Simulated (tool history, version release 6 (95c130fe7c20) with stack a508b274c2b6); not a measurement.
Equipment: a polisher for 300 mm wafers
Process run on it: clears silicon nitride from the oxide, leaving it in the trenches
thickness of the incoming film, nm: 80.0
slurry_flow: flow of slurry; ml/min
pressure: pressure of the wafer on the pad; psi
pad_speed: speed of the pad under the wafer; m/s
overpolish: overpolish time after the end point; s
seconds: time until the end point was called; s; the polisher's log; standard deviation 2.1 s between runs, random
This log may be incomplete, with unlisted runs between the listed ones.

Run 1, hour 0.0: slurry_flow 185 ml/min, pressure 1.8 psi, pad_speed 1.04 m/s, overpolish 33 s. Result: seconds 147.31 s.
Run 2, hour 5.7: slurry_flow 185 ml/min, pressure 1.8 psi, pad_speed 0.94 m/s, overpolish 33 s. Result: seconds 158.07 s.
Run 3, hour 13.3: slurry_flow 180 ml/min, pressure 1.5 psi, pad_speed 0.94 m/s, overpolish 33 s. Result: seconds 185.76 s.
Run 4, hour 13.9: slurry_flow 195 ml/min, pressure 1.5 psi, pad_speed 0.94 m/s, overpolish 33 s. Result: seconds 186.58 s.
Run 5, hour 14.4: slurry_flow 195 ml/min, pressure 1.3 psi, pad_speed 0.94 m/s, overpolish 33 s. Result: seconds 213.18 s.
Run 6, hour 23.1: slurry_flow 195 ml/min, pressure 1.3 psi, pad_speed 0.94 m/s, overpolish 33 s. Result: seconds 216.67 s.
Run 7, hour 24.8: slurry_flow 170 ml/min, pressure 1.0 psi, pad_speed 0.94 m/s, overpolish 33 s. Result: seconds 284.33 s.
Run 8, hour 30.8: slurry_flow 185 ml/min, pressure 1.0 psi, pad_speed 0.94 m/s, overpolish 33 s. Result: seconds 277.18 s.

For run 9, what comes out?
Run 9, hour 32.6: slurry_flow 195 ml/min, pressure 1.0 psi, pad_speed 0.94 m/s, overpolish 33 s. Result: seconds ?.

{"run 9": {"seconds": 281.7}}
